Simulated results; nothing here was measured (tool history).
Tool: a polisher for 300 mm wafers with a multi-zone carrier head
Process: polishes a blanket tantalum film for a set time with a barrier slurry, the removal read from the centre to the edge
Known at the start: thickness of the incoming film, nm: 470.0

| run | day | flow of slurry (ml/min) | pressure of the head's centre zone | pressure of the head's middle zone | pressure of the head's edge zone | abrasive content of the slurry | polishing time (s) | film removed at the wafer's centre (Å) | film removed at mid-radius (Å) | film removed at the wafer's edge (Å) |
|---|---|---|---|---|---|---|---|---|---|---|
| 1 | 0 | 120 | 1 | 1 | 1 | 1 | 40 | 768.4 | 768.1 | 756.94 |
| 2 | 0.054 | 110 | 0.98 | 1 | 0.96 | 0.95 | 40 | 723.32 | 757.76 | 729.1 |
| 3 | 0.396 | 105 | 0.97 | 1 | 0.93 | 0.85 | 40 | 678.98 | 703.81 | 684.85 |
| 4 | 0.496 | 100 | 0.96 | 1.01 | 0.9 | 0.85 | 40 | 678.24 | 713.49 | 668.9 |
| 5 | 0.817 | 100 | 0.96 | 1.09 | 0.9 | 0.85 | 40 | 671.13 | 763.12 | 658.12 |
| 6 | 0.858 | 100 | 0.96 | 1.09 | 0.98 | 0.85 | 40 | 659.43 | 742.88 | 700.04 |

Forecast run 7:
| 7 | 1.038 | 95 | 0.96 | 1.09 | 0.95 | 0.8 | 40 | ? | ? | ? |

film removed at the wafer's centre (Å): 646.49
film removed at mid-radius (Å): 735.8
film removed at the wafer's edge (Å): 672.93
